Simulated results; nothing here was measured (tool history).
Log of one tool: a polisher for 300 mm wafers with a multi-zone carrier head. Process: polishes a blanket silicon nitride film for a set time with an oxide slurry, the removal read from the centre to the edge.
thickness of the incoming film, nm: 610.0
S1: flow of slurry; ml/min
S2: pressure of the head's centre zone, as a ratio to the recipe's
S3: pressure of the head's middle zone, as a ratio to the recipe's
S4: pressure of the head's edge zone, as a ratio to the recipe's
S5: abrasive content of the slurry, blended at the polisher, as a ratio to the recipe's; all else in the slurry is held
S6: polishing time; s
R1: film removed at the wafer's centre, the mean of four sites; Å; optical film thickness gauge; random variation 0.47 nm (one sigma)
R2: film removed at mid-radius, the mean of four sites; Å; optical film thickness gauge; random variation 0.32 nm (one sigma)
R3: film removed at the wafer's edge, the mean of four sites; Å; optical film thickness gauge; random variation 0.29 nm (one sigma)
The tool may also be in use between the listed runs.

run,hour,S1,S2,S3,S4,S5,S6,R1,R2,R3
1,0,220,1,1,1,1,72,517.46,494.12,488.26
2,2.3,220,0.94,1,1,1,72,492.46,500.72,480.55
3,7,220,0.94,1,1.06,1,72,490.36,494.72,500.18
4,7.9,220,0.94,1,1.06,0.8,72,442.76,441.43,455.5
5,12.8,220,0.93,1,1,0.7,69,369.56,388.38,377.07
6,15.7,220,0.93,1,1,0.7,61,321.08,335.69,342.39
7,18.1,215,0.95,1,0.95,0.7,61,346.62,339,327.89
8,24.3,210,0.93,1,0.93,0.7,61,327.14,334.21,327.14
# hour 25.3: centre zone pressure recalibrated
9,25.3,205,0.98,1.04,0.84,0.6,61,294.73,312.03,274.05
10,28.3,215,0.98,1.04,0.86,0.6,61,292.77,310.67,278.58
11,36.3,215,0.99,1.04,0.88,0.6,61,295.28,314.21,283.62
12,44.7,215,1,1.04,0.89,0.6,61,299.84,313.41,282.84
13,49.9,215,1.01,1.04,0.9,0.6,61,304.02,306.67,281.8

Forecast run 14:
14,50.4,220,1.01,1.04,0.9,0.6,61,?,?,?

Run 14 gave R1 304.15 Å, R2 316.04 Å, R3 290.27 Å.
